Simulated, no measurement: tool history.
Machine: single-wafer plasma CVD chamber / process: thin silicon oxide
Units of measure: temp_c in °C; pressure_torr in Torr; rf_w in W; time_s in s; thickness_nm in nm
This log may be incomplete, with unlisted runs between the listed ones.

run,hour,temp_c,pressure_torr,rf_w,time_s,thickness_nm
1,0,420,0.854,350,14.1,28.533
2,2.9,420,0.874,350,14.1,29.343
3,9.7,420,0.887,350,14.1,29.676
4,18.3,420,1.006,350,14.1,33.601
5,23.9,420,0.992,350,14.1,32.928
6,26.2,420,0.982,350,14.1,32.844

Run 7, settings as shown, results not yet in. Your forecast:
7,27.8,420,0.973,350,14.1,?

Run 7 gave thickness_nm 32.49 nm.
